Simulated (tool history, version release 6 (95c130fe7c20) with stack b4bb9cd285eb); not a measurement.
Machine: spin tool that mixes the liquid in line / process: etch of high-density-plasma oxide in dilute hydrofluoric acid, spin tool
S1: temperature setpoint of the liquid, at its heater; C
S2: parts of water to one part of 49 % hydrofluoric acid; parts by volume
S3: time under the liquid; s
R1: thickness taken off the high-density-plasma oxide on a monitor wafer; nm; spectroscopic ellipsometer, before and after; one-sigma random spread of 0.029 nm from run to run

Run 1, day 0: S1 25 C, S2 180 parts by volume, S3 100 s. Result: R1 3.7434 nm.
Run 2, day 0.2: S1 25 C, S2 180 parts by volume, S3 80 s. Result: R1 3.0021 nm.
Run 3, day 0.442: S1 25 C, S2 180 parts by volume, S3 80 s. Result: R1 2.9917 nm.
Run 4, day 0.788: S1 26.5 C, S2 180 parts by volume, S3 80 s. Result: R1 3.1497 nm.
Run 5, day 0.954: S1 26.5 C, S2 235 parts by volume, S3 80 s. Result: R1 2.2736 nm.
Run 6, day 1.167: S1 26.5 C, S2 280 parts by volume, S3 80 s. Result: R1 1.83 nm.
Run 7, day 1.488: S1 28.5 C, S2 225 parts by volume, S3 80 s. Result: R1 2.5833 nm.
Run 8, day 1.833: S1 30 C, S2 190 parts by volume, S3 80 s. Result: R1 3.3865 nm.
Run 9, day 2.096: S1 33 C, S2 125 parts by volume, S3 80 s. Result: R1 6.1949 nm.
Run 10, day 2.183: S1 31.5 C, S2 125 parts by volume, S3 80 s. Result: R1 5.824 nm.
Run 11, day 2.442: S1 30.5 C, S2 125 parts by volume, S3 80 s. Result: R1 5.6985 nm.

What will run 12 give?
Run 12, day 2.742: S1 30 C, S2 125 parts by volume, S3 80 s. Result: R1 ?.

{"run 12": {"R1": 5.5694}}
